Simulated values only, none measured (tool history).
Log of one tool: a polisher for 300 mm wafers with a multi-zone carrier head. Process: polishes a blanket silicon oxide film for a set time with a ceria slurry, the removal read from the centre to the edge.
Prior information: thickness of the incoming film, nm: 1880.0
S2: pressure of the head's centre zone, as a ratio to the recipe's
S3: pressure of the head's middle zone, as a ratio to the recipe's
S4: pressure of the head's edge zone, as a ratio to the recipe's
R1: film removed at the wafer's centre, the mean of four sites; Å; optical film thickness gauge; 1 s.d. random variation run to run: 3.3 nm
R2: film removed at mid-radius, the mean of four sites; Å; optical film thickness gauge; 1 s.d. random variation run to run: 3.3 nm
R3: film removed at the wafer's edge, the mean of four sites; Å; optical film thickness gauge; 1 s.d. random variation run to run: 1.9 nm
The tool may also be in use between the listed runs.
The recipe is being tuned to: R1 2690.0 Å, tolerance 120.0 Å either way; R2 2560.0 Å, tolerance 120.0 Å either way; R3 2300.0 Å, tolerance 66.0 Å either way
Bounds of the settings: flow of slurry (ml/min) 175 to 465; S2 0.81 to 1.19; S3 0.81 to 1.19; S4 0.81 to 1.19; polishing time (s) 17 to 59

{"run": 1, "day": 0.0, "flow of slurry (ml/min)": 295, "S2": 1.0, "S3": 1.0, "S4": 1.0, "polishing time (s)": 38, "R1": 1641.5, "R2": 1629.8, "R3": 1658.0}
{"run": 2, "day": 0.125, "flow of slurry (ml/min)": 305, "S2": 1.05, "S3": 1.05, "S4": 1.02, "polishing time (s)": 41, "R1": 1813.4, "R2": 1845.7, "R3": 1807.2}
{"run": 3, "day": 0.467, "flow of slurry (ml/min)": 305, "S2": 1.05, "S3": 1.05, "S4": 0.95, "polishing time (s)": 41, "R1": 1821.8, "R2": 1840.9, "R3": 1734.0}
{"run": 4, "day": 0.721, "flow of slurry (ml/min)": 305, "S2": 1.11, "S3": 1.05, "S4": 0.95, "polishing time (s)": 41, "R1": 1940.2, "R2": 1841.8, "R3": 1730.8}
{"run": 5, "day": 0.75, "flow of slurry (ml/min)": 315, "S2": 1.13, "S3": 1.07, "S4": 0.96, "polishing time (s)": 44, "R1": 2119.2, "R2": 2002.6, "R3": 1909.4}
{"run": 6, "day": 0.971, "flow of slurry (ml/min)": 285, "S2": 1.13, "S3": 1.07, "S4": 0.96, "polishing time (s)": 44, "R1": 2071.1, "R2": 2001.7, "R3": 1881.1}
{"day": 1.321, "done": "slurry nozzle cleaned"}
{"run": 7, "day": 1.321, "flow of slurry (ml/min)": 315, "S2": 1.15, "S3": 1.09, "S4": 0.96, "polishing time (s)": 46, "R1": 2336.7, "R2": 2270.5, "R3": 2035.6}
{"run": 8, "day": 1.604, "flow of slurry (ml/min)": 340, "S2": 1.16, "S3": 1.09, "S4": 0.99, "polishing time (s)": 46, "R1": 2439.2, "R2": 2217.8, "R3": 2071.6}
{"run": 9, "day": 1.871, "flow of slurry (ml/min)": 355, "S2": 1.16, "S3": 1.11, "S4": 1.01, "polishing time (s)": 46, "R1": 2408.0, "R2": 2275.5, "R3": 2096.8}
{"run": 10, "day": 2.096, "flow of slurry (ml/min)": 370, "S2": 1.17, "S3": 1.13, "S4": 1.03, "polishing time (s)": 47, "R1": 2510.9, "R2": 2379.3, "R3": 2196.5}
{"run": 11, "day": 2.138, "flow of slurry (ml/min)": 380, "S2": 1.18, "S3": 1.14, "S4": 1.03, "polishing time (s)": 47, "R1": 2561.0, "R2": 2402.7, "R3": 2155.5}

Of the 5 settings listed for the next run, only one would bring every result within its allowed miss of target. Which one?
{"run": "A", "day": 2.179, "flow of slurry (ml/min)": 395, "S2": 1.11, "S3": 1.19, "S4": 1.0, "polishing time (s)": 47, "R1": "?", "R2": "?", "R3": "?"}
{"run": "B", "day": 2.179, "flow of slurry (ml/min)": 340, "S2": 1.13, "S3": 0.98, "S4": 1.13, "polishing time (s)": 51, "R1": "?", "R2": "?", "R3": "?"}
{"run": "C", "day": 2.179, "flow of slurry (ml/min)": 300, "S2": 1.14, "S3": 1.1, "S4": 0.93, "polishing time (s)": 53, "R1": "?", "R2": "?", "R3": "?"}
{"run": "D", "day": 2.179, "flow of slurry (ml/min)": 320, "S2": 1.05, "S3": 1.19, "S4": 1.07, "polishing time (s)": 51, "R1": "?", "R2": "?", "R3": "?"}
{"run": "E", "day": 2.179, "flow of slurry (ml/min)": 365, "S2": 1.17, "S3": 1.16, "S4": 1.04, "polishing time (s)": 46, "R1": "?", "R2": "?", "R3": "?"}

move=A R1=2413.9 R2=2543.8 R3=2162.6
move=B R1=2626.2 R2=2308.5 R3=2452.1
move=C R1=2718.5 R2=2614.3 R3=2327.7
move=D R1=2427.1 R2=2710.6 R3=2378.7
move=E R1=2473.2 R2=2418.9 R3=2140.8
A: misses by more than the last run did
B: carries the result that was furthest off beyond its target, to the other side
C: in spec on every target
D: carries the result that was furthest off beyond its target, to the other side
E: misses by more than the last run did
Answer: C
